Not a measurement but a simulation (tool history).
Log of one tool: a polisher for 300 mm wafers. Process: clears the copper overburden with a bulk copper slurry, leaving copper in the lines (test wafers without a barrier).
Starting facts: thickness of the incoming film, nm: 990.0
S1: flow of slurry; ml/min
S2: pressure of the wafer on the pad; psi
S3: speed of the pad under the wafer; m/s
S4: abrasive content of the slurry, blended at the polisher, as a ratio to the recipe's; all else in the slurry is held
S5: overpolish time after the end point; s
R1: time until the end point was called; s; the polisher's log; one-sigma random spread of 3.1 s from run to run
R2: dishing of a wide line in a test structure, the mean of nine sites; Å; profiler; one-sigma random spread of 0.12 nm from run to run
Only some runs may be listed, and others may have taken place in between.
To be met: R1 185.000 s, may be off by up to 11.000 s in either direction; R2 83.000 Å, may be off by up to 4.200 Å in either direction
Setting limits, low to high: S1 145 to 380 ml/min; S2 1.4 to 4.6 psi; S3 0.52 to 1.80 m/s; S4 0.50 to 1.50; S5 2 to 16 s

run	hour	S1	S2	S3	S4	S5	R1	R2
1	0.0	245	3.0	1.16	1.00	8	71.532	685.220
2	8.9	215	2.5	0.96	0.85	6	107.790	396.050
3	14.1	195	2.2	0.82	0.75	5	141.090	250.920
4	15.0	145	2.2	0.82	0.75	5	143.780	260.020
5	21.8	145	2.2	0.82	0.75	7	142.600	343.940
6	30.1	215	2.0	0.76	0.65	5	163.850	225.130
7	34.4	265	1.8	0.70	0.60	4	191.360	156.170
8	35.9	335	1.4	0.84	0.50	2	220.410	71.526
9	37.7	330	1.5	0.88	0.50	2	199.350	78.040

Which single option among these 4 for the next run brings every result within its allowed miss of target? Just one does.
A	39.5	280	1.9	0.84	0.55	2	?	?
B	39.5	175	1.5	1.22	0.50	2	?	?
C	39.5	340	1.6	1.08	0.50	2	?	?
D	39.5	380	1.4	1.02	0.50	2	?	?

move	R1	R2
A	164.090	93.177
B	160.490	94.827
C	159.080	95.744
D	187.540	81.501
A: takes the biggest miss from the last run beyond its target
B: takes the biggest miss from the last run beyond its target
C: takes the biggest miss from the last run beyond its target
D: each result inside its tolerance
The right move is D.
